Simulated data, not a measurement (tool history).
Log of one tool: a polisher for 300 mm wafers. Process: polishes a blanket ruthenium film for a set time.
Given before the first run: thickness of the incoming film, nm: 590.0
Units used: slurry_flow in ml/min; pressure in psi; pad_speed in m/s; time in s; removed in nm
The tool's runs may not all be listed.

Run 1, day 0: slurry_flow 165 ml/min, pressure 1.7 psi, pad_speed 0.8 m/s, time 57 s. Result: removed 36.017 nm.
Run 2, day 0.042: slurry_flow 165 ml/min, pressure 2 psi, pad_speed 0.8 m/s, time 57 s. Result: removed 40.873 nm.
Run 3, day 0.325: slurry_flow 165 ml/min, pressure 2.2 psi, pad_speed 0.8 m/s, time 57 s. Result: removed 43.647 nm.
Run 4, day 0.375: slurry_flow 155 ml/min, pressure 1.8 psi, pad_speed 0.74 m/s, time 57 s. Result: removed 34.225 nm.
Run 5, day 0.75: slurry_flow 145 ml/min, pressure 1.5 psi, pad_speed 0.7 m/s, time 57 s. Result: removed 27.787 nm.
Run 6, day 0.946: slurry_flow 140 ml/min, pressure 1.3 psi, pad_speed 0.68 m/s, time 57 s. Result: removed 24.053 nm.
Run 7, day 1.229: slurry_flow 135 ml/min, pressure 1.2 psi, pad_speed 0.68 m/s, time 57 s. Result: removed 22.807 nm.
Run 8, day 1.508: slurry_flow 130 ml/min, pressure 1.1 psi, pad_speed 0.68 m/s, time 57 s. Result: removed 21.336 nm.
Run 9, day 1.646: slurry_flow 125 ml/min, pressure 1 psi, pad_speed 0.68 m/s, time 57 s. Result: removed 19.8 nm.
Run 10, day 1.696: slurry_flow 120 ml/min, pressure 1 psi, pad_speed 0.68 m/s, time 57 s. Result: removed 19.565 nm.

Expected results for the next run?
Run 11, day 1.988: slurry_flow 120 ml/min, pressure 1 psi, pad_speed 0.68 m/s, time 57 s. Result: removed ?.

Logged for run 11: removed 19.789 nm.

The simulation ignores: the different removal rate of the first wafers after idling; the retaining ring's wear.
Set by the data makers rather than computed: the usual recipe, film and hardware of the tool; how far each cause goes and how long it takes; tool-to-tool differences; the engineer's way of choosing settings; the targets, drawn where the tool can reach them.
